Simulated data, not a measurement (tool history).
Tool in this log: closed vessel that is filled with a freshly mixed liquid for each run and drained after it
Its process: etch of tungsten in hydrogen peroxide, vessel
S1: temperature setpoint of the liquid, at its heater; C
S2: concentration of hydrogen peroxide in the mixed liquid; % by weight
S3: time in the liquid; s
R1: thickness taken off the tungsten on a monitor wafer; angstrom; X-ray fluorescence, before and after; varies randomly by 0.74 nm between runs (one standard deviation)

run  hour    S1  S2   S3      R1
  1     0    56  18   95  1800.8
  2   7.2    60  18   95  2285.9
  3  14.6    60  18  105  2541.8
  4  23.1  57.5  18  105  2173.9
  5    29    54  18  105  1769.2
  6  32.8  52.5  18  105  1626.8

Predict the results of run 7:
  7  35.7  52.5  18  105   ?

{"run 7": {"R1": 1609.3}}
